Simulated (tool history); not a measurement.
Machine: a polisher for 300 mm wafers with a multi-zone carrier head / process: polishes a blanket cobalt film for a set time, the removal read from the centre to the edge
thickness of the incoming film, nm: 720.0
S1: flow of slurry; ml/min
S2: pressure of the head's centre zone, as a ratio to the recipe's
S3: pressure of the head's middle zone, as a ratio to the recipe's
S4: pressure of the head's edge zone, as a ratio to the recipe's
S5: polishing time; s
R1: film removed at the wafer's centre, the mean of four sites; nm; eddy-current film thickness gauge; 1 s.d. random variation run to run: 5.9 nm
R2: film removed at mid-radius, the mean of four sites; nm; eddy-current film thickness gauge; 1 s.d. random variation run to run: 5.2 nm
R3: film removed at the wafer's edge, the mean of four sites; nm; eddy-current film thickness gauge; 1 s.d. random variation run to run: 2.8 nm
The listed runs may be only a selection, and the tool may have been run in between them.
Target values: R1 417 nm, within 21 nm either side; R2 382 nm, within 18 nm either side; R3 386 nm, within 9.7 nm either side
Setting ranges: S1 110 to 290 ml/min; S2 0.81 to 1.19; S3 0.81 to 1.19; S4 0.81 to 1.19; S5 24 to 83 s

run 1 day=0 | S1=185 S2=1 S3=1 S4=1 S5=53 | R1=268.24 R2=273.33 R3=270.29
run 2 day=0.325 | S1=185 S2=1 S3=1 S4=1 S5=65 | R1=320.24 R2=328.77 R3=329.37
run 3 day=0.579 | S1=185 S2=1 S3=1.09 S4=1 S5=65 | R1=325.13 R2=354.55 R3=329.94
run 4 day=0.908 | S1=185 S2=1 S3=1.15 S4=1 S5=65 | R1=332.37 R2=370.25 R3=330.51
run 5 day=1.079 | S1=185 S2=0.96 S3=1.15 S4=1 S5=65 | R1=316.72 R2=363.51 R3=330.55
run 6 day=1.167 | S1=185 S2=0.87 S3=1.15 S4=1 S5=65 | R1=291.29 R2=373.4 R3=328.82
run 7 day=1.433 | S1=195 S2=0.93 S3=1.14 S4=1.03 S5=66 | R1=320.95 R2=373.01 R3=342.72
run 8 day=1.492 | S1=205 S2=0.96 S3=1.14 S4=1.05 S5=66 | R1=326.78 R2=380.26 R3=351.3
run 9 day=1.679 | S1=215 S2=1.01 S3=1.12 S4=1.06 S5=66 | R1=344.35 R2=383.92 R3=349.3
run 10 day=2.029 | S1=215 S2=1.05 S3=1.1 S4=1.08 S5=67 | R1=361.76 R2=372 R3=356.19
run 11 day=2.192 | S1=220 S2=1.07 S3=1.09 S4=1.1 S5=68 | R1=378.04 R2=379.22 R3=368.52
run 12 day=2.558 | S1=225 S2=1.09 S3=1.08 S4=1.11 S5=68 | R1=385.86 R2=366.94 R3=370.23

Which of these 4 next moves meets every target?
run A day=2.925 | S1=225 S2=1.15 S3=1.04 S4=1.09 S5=71 | R1=? R2=? R3=?
run B day=2.925 | S1=165 S2=0.99 S3=1.03 S4=1.11 S5=74 | R1=? R2=? R3=?
run C day=2.925 | S1=205 S2=0.98 S3=0.96 S4=1.19 S5=69 | R1=? R2=? R3=?
run D day=2.925 | S1=230 S2=1.03 S3=1.04 S4=1.19 S5=65 | R1=? R2=? R3=?

move=A R1=419.69 R2=371.01 R3=387.03
move=B R1=362.24 R2=364.83 R3=392.24
move=C R1=348.97 R2=332.74 R3=390.02
move=D R1=349.84 R2=340.8 R3=371.51
A: hits every target within its allowed miss
B: corrects the largest miss of the last run, while another result sits out of spec
C: corrects the largest miss of the last run, while another result sits out of spec
D: lands further from the targets than the last run did
A meets every target.
